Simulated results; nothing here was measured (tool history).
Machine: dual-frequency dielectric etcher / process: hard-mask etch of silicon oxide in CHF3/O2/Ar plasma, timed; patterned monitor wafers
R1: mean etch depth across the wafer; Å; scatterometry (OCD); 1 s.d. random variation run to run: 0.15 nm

{"run": 1, "hour": 0.0, "source power (W)": 900, "bias power (W)": 157, "etch time (s)": 11.5, "R1": 276.61}
{"run": 2, "hour": 2.8, "source power (W)": 840, "bias power (W)": 157, "etch time (s)": 11.5, "R1": 269.04}
{"run": 3, "hour": 8.9, "source power (W)": 880, "bias power (W)": 158, "etch time (s)": 11.5, "R1": 275.36}
{"run": 4, "hour": 16.3, "source power (W)": 880, "bias power (W)": 158, "etch time (s)": 11.5, "R1": 272.94}
{"run": 5, "hour": 16.9, "source power (W)": 880, "bias power (W)": 144, "etch time (s)": 11.5, "R1": 267.98}
{"run": 6, "hour": 17.9, "source power (W)": 920, "bias power (W)": 145, "etch time (s)": 11.5, "R1": 275.17}

What will run 7 give?
{"run": 7, "hour": 18.5, "source power (W)": 950, "bias power (W)": 146, "etch time (s)": 11.5, "R1": "?"}

{"run 7": {"R1": 277.0}}
